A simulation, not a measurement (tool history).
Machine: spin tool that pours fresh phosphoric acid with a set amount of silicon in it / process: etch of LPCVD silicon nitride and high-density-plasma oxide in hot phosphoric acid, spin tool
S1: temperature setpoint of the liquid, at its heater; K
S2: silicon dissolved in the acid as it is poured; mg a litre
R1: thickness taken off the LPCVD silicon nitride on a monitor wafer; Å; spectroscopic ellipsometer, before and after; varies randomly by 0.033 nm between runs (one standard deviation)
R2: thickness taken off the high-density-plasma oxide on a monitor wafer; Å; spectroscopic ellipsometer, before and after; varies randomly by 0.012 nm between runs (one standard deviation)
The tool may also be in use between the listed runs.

Run 1, hour 0.0: S1 432.15 K, S2 21.0 mg a litre, time under the liquid (s) 150. Result: R1 110.850 Å, R2 3.8829 Å.
Run 2, hour 7.6: S1 432.15 K, S2 29.5 mg a litre, time under the liquid (s) 150. Result: R1 109.540 Å, R2 2.9633 Å.
Run 3, hour 9.9: S1 432.15 K, S2 29.5 mg a litre, time under the liquid (s) 90. Result: R1 65.962 Å, R2 1.8610 Å.
Run 4, hour 13.7: S1 431.65 K, S2 27.0 mg a litre, time under the liquid (s) 80. Result: R1 58.688 Å, R2 1.6115 Å.
Run 5, hour 21.8: S1 431.15 K, S2 23.0 mg a litre, time under the liquid (s) 75. Result: R1 53.727 Å, R2 1.6449 Å.
Run 6, hour 22.5: S1 431.15 K, S2 14.0 mg a litre, time under the liquid (s) 75. Result: R1 53.739 Å, R2 2.2761 Å.
Run 7, hour 25.3: S1 431.15 K, S2 14.0 mg a litre, time under the liquid (s) 75. Result: R1 53.374 Å, R2 1.9933 Å.

Forecast run 8:
Run 8, hour 32.1: S1 430.65 K, S2 13.0 mg a litre, time under the liquid (s) 75. Result: R1 ?, R2 ?.

R1: 52.623 Å
R2: 2.1491 Å

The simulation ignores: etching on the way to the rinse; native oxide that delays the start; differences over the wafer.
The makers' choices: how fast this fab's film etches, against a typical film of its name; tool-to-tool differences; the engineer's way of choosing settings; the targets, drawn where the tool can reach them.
